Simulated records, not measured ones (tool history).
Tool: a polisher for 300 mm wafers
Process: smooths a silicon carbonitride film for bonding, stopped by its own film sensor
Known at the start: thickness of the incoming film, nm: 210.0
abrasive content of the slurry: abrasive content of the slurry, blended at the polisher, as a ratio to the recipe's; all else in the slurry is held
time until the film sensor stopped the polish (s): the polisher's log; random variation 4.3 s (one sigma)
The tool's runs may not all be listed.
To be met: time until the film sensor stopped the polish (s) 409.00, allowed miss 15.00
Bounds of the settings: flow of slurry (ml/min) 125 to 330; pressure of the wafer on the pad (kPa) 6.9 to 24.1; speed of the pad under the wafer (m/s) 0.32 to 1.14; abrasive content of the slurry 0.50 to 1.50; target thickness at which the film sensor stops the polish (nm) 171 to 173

| run | hour | flow of slurry (ml/min) | pressure of the wafer on the pad (kPa) | speed of the pad under the wafer (m/s) | abrasive content of the slurry | target thickness at which the film sensor stops the polish (nm) | time until the film sensor stopped the polish (s) |
|---|---|---|---|---|---|---|---|
| 1 | 0.0 | 210 | 15.2 | 0.72 | 1.00 | 173 | 200.42 |
| 2 | 7.7 | 210 | 15.2 | 0.72 | 1.20 | 173 | 185.34 |
| 3 | 15.2 | 210 | 17.9 | 0.72 | 1.20 | 173 | 159.58 |
| 4 | 20.3 | 210 | 17.9 | 0.78 | 1.20 | 173 | 152.44 |
| 5 | 24.7 | 210 | 17.9 | 0.78 | 1.20 | 171 | 160.40 |
| 6 | 31.5 | 210 | 16.5 | 0.74 | 1.20 | 171 | 182.65 |
| 7 | 39.0 | 210 | 15.2 | 0.72 | 1.20 | 171 | 201.43 |
| 8 | 44.4 | 210 | 14.5 | 0.70 | 1.20 | 171 | 209.44 |
| 9 | 52.2 | 210 | 13.8 | 0.68 | 1.20 | 171 | 227.60 |
| 10 | 60.5 | 210 | 13.1 | 0.66 | 1.20 | 171 | 242.77 |
| 11 | 69.1 | 210 | 12.4 | 0.64 | 1.20 | 171 | 263.62 |
|  | 73.5 | slurry nozzle cleaned |
| 12 | 73.5 | 210 | 11.7 | 0.64 | 1.20 | 171 | 252.59 |
| 13 | 79.3 | 210 | 11.0 | 0.62 | 1.20 | 171 | 278.25 |
| 14 | 81.9 | 210 | 10.3 | 0.60 | 1.20 | 171 | 305.97 |
| 15 | 87.6 | 210 | 9.7 | 0.60 | 1.20 | 171 | 326.56 |
| 16 | 90.4 | 205 | 8.3 | 0.58 | 1.20 | 171 | 389.55 |
| 17 | 98.8 | 195 | 8.3 | 0.58 | 1.20 | 171 | 380.83 |
| 18 | 100.7 | 195 | 6.9 | 0.58 | 1.20 | 171 | 458.03 |
| 19 | 102.2 | 200 | 6.9 | 0.58 | 1.20 | 171 | 454.60 |
| 20 | 103.7 | 205 | 6.9 | 0.58 | 1.20 | 171 | 447.06 |
| 21 | 105.9 | 210 | 6.9 | 0.58 | 1.20 | 171 | 448.59 |

Which of these 4 next moves meets every target?
| A | 108.1 | 270 | 8.3 | 0.50 | 1.35 | 173 | ? |
| B | 108.1 | 195 | 7.6 | 0.54 | 1.35 | 172 | ? |
| C | 108.1 | 145 | 8.3 | 0.52 | 1.00 | 173 | ? |
| D | 108.1 | 220 | 7.6 | 0.68 | 1.10 | 171 | ? |

| move | time until the film sensor stopped the polish (s) |
|---|---|
| A | 388.46 |
| B | 422.23 |
| C | 451.51 |
| D | 375.89 |
A: takes the result that was furthest off past its target
B: meets every target
C: further off than the last run
D: takes the result that was furthest off past its target
The right move is B.
